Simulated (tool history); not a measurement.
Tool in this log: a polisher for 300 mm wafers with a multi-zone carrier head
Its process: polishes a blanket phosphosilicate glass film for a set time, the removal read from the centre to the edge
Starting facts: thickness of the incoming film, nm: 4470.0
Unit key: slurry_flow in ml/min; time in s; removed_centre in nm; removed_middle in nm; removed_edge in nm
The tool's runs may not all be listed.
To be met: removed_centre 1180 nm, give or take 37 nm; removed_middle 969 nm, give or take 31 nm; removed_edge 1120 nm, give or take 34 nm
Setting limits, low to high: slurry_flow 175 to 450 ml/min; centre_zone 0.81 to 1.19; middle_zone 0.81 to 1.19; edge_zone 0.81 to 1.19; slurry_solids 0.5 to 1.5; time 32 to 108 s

Run 1, hour 0: slurry_flow 290 ml/min, centre_zone 1, middle_zone 1, edge_zone 1, slurry_solids 1, time 70 s. Result: removed_centre 777.12 nm, removed_middle 811.53 nm, removed_edge 787.5 nm.
Run 2, hour 1.3: slurry_flow 295 ml/min, centre_zone 1.02, middle_zone 0.98, edge_zone 1.03, slurry_solids 1.1, time 70 s. Result: removed_centre 838 nm, removed_middle 815.2 nm, removed_edge 851.94 nm.
Run 3, hour 3.2: slurry_flow 295 ml/min, centre_zone 1.08, middle_zone 0.98, edge_zone 1.03, slurry_solids 1.1, time 70 s. Result: removed_centre 907.82 nm, removed_middle 822.54 nm, removed_edge 841.59 nm.
Run 4, hour 3.8: slurry_flow 300 ml/min, centre_zone 1.09, middle_zone 0.98, edge_zone 1.05, slurry_solids 1.15, time 70 s. Result: removed_centre 912.02 nm, removed_middle 859.24 nm, removed_edge 876.23 nm.
Run 5, hour 5.1: slurry_flow 305 ml/min, centre_zone 1.11, middle_zone 0.96, edge_zone 1.06, slurry_solids 1.2, time 70 s. Result: removed_centre 956.16 nm, removed_middle 844.89 nm, removed_edge 905.66 nm.
Run 6, hour 12: slurry_flow 305 ml/min, centre_zone 1.11, middle_zone 1.01, edge_zone 1.06, slurry_solids 1.2, time 70 s. Result: removed_centre 953.42 nm, removed_middle 882.69 nm, removed_edge 893.06 nm.
Run 7, hour 20.9: slurry_flow 310 ml/min, centre_zone 1.12, middle_zone 1, edge_zone 1.08, slurry_solids 1.25, time 70 s. Result: removed_centre 988.43 nm, removed_middle 900.12 nm, removed_edge 925.4 nm.
Run 8, hour 27.2: slurry_flow 330 ml/min, centre_zone 1.17, middle_zone 0.91, edge_zone 1.18, slurry_solids 1.5, time 71 s. Result: removed_centre 1133 nm, removed_middle 925.87 nm, removed_edge 1056.6 nm.
Run 9, hour 34: slurry_flow 330 ml/min, centre_zone 1.17, middle_zone 0.91, edge_zone 1.18, slurry_solids 1.5, time 72 s. Result: removed_centre 1158.4 nm, removed_middle 915.06 nm, removed_edge 1074.2 nm.

Of the 4 settings listed for the next run, only one would bring every result within its allowed miss of target. Which one?
Run A, hour 40.8: slurry_flow 240 ml/min, centre_zone 1.18, middle_zone 0.86, edge_zone 1.17, slurry_solids 1.45, time 75 s. Result: removed_centre ?, removed_middle ?, removed_edge ?.
Run B, hour 40.8: slurry_flow 340 ml/min, centre_zone 1.19, middle_zone 0.87, edge_zone 1.12, slurry_solids 1.45, time 74 s. Result: removed_centre ?, removed_middle ?, removed_edge ?.
Run C, hour 40.8: slurry_flow 350 ml/min, centre_zone 1.19, middle_zone 0.91, edge_zone 1.04, slurry_solids 1.5, time 72 s. Result: removed_centre ?, removed_middle ?, removed_edge ?.
Run D, hour 40.8: slurry_flow 420 ml/min, centre_zone 1.15, middle_zone 0.92, edge_zone 1.18, slurry_solids 1.5, time 73 s. Result: removed_centre ?, removed_middle ?, removed_edge ?.

move  removed_centre  removed_middle  removed_edge
   A          1137.9          870.34        1078.1
   B          1179.5          899.38        1069.4
   C          1166.4          922.78        1017.3
   D          1160.7          957.58        1111.7
A: moves away from the targets compared with the last run
B: moves away from the targets compared with the last run
C: moves away from the targets compared with the last run
D: in spec on every target
Go with D: it meets all targets.

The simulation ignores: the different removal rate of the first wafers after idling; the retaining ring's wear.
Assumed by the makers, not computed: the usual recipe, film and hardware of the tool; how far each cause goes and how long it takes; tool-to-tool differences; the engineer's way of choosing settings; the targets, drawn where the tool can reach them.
